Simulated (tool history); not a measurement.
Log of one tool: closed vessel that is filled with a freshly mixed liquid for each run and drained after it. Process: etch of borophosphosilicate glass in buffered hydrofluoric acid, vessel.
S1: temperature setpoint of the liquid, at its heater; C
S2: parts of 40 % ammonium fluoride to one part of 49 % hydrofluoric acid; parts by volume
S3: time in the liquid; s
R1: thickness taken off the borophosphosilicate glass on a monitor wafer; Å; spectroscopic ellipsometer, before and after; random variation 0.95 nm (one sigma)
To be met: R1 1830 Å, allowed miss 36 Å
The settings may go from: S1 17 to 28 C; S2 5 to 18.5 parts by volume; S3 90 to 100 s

run	hour	S1	S2	S3	R1
1	0	20	11.5	90	1048.8
2	1	21	11.5	90	1115.5
3	4.5	19	11.5	90	991.46
4	6.6	17	11.5	90	880.64
5	15.2	18.5	11.5	90	965.77
6	15.8	18.5	9.5	90	1140.8
7	17.9	22.5	9.5	90	1429.8
8	18.9	23	9.5	90	1459.4
9	20.8	23.5	9.5	90	1511
10	27	27.5	9.5	90	1891.7

4 next moves are on the table. One of them brings every result within its allowed miss. Which?
A	33.2	27.5	9.5	95	?
B	33.2	27.5	10.5	95	?
C	33.2	27	9	95	?
D	33.2	24.5	8.5	100	?

move	R1
A	1963.4
B	1811.6
C	1979.1
D	1941.3
A: further off than the last run
B: meets every target
C: further off than the last run
D: further off than the last run
Move B is the one to make.

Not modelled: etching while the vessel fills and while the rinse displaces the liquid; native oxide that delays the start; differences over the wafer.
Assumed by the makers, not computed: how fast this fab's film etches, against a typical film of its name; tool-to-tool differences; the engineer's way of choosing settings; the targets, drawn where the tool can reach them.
